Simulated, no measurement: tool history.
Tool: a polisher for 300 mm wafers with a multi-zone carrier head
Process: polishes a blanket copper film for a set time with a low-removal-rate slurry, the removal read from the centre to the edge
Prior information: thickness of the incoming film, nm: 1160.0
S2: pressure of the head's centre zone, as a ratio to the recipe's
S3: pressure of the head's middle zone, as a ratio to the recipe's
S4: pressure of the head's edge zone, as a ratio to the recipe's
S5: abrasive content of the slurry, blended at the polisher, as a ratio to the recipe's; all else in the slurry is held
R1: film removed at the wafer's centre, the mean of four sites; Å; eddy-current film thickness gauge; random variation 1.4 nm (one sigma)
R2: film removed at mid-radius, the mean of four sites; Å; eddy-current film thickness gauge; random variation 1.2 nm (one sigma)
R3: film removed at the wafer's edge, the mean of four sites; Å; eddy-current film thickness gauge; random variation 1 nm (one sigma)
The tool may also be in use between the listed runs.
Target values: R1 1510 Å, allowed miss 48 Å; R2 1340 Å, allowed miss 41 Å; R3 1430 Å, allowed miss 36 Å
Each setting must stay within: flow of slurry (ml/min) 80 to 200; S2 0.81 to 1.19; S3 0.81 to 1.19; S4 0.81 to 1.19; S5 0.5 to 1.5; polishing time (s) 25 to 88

Run 1, hour 0: flow of slurry (ml/min) 130, S2 1, S3 1, S4 1, S5 1, polishing time (s) 56. Result: R1 1696.8 Å, R2 1767.7 Å, R3 1718.5 Å.
Run 2, hour 4.1: flow of slurry (ml/min) 155, S2 1, S3 1, S4 1, S5 1, polishing time (s) 56. Result: R1 1759.5 Å, R2 1801.9 Å, R3 1752.6 Å.
Run 3, hour 9.6: flow of slurry (ml/min) 145, S2 1, S3 0.96, S4 0.97, S5 0.9, polishing time (s) 56. Result: R1 1689.6 Å, R2 1657.8 Å, R3 1661.9 Å.
Run 4, hour 18.2: flow of slurry (ml/min) 145, S2 1, S3 0.96, S4 0.97, S5 0.75, polishing time (s) 56. Result: R1 1620.4 Å, R2 1605.1 Å, R3 1585 Å.
Run 5, hour 26: flow of slurry (ml/min) 120, S2 1, S3 0.96, S4 0.97, S5 0.75, polishing time (s) 56. Result: R1 1561.7 Å, R2 1573.6 Å, R3 1582.3 Å.
Run 6, hour 33.8: flow of slurry (ml/min) 120, S2 1, S3 0.96, S4 1, S5 0.75, polishing time (s) 56. Result: R1 1579.5 Å, R2 1550.1 Å, R3 1604.7 Å.
Run 7, hour 35.6: flow of slurry (ml/min) 115, S2 1.01, S3 0.94, S4 0.97, S5 0.7, polishing time (s) 56. Result: R1 1530.3 Å, R2 1485 Å, R3 1502.5 Å.
Run 8, hour 38.4: flow of slurry (ml/min) 90, S2 1.06, S3 0.87, S4 0.98, S5 0.7, polishing time (s) 56. Result: R1 1564.2 Å, R2 1352.9 Å, R3 1502.1 Å.

Exactly one of the 5 candidate moves below puts every result within its allowed miss. Which one?
Run A, hour 41.2: flow of slurry (ml/min) 85, S2 1.08, S3 0.85, S4 0.99, S5 0.75, polishing time (s) 53. Result: R1 ?, R2 ?, R3 ?.
Run B, hour 41.2: flow of slurry (ml/min) 110, S2 0.98, S3 0.98, S4 0.84, S5 0.8, polishing time (s) 51. Result: R1 ?, R2 ?, R3 ?.
Run C, hour 41.2: flow of slurry (ml/min) 90, S2 1.11, S3 0.88, S4 1.06, S5 0.65, polishing time (s) 53. Result: R1 ?, R2 ?, R3 ?.
Run D, hour 41.2: flow of slurry (ml/min) 80, S2 1.1, S3 0.93, S4 1, S5 0.75, polishing time (s) 53. Result: R1 ?, R2 ?, R3 ?.
Run E, hour 41.2: flow of slurry (ml/min) 90, S2 0.99, S3 0.92, S4 0.99, S5 0.55, polishing time (s) 57. Result: R1 ?, R2 ?, R3 ?.

move      R1      R2      R3
   A  1483.3  1290.5  1414.3
   B  1378.9  1479.9  1315.8
   C    1479  1285.6  1411.6
   D    1496  1377.6  1411.2
   E  1349.6  1366.5  1396.9
A: puts the biggest miss on target and leaves a different result outside tolerance
B: the result that was furthest off in the last run now lies on the other side of its target
C: puts the biggest miss on target and leaves a different result outside tolerance
D: all results land within tolerance of their targets
E: puts the biggest miss on target and leaves a different result outside tolerance
So the answer is move D, the one that meets all the targets.
